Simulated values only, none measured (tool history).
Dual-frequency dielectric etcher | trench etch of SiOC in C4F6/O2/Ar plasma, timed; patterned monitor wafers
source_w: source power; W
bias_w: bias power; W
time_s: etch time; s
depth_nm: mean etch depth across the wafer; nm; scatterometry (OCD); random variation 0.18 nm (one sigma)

run  hour  source_w  bias_w  time_s  depth_nm
  1   0.0       270     178      17    31.316
  2   2.1       300     178      17    33.358
  3   8.5       300     165      17    32.018
  4  10.5       310     166      17    33.144
  5  14.0       310     154      17    32.323
  6  20.1       310     154      18    34.114

Run 7 comes next. What will it give?
  7  21.0       320     154      18         ?

{"run 7": {"depth_nm": 34.356}}

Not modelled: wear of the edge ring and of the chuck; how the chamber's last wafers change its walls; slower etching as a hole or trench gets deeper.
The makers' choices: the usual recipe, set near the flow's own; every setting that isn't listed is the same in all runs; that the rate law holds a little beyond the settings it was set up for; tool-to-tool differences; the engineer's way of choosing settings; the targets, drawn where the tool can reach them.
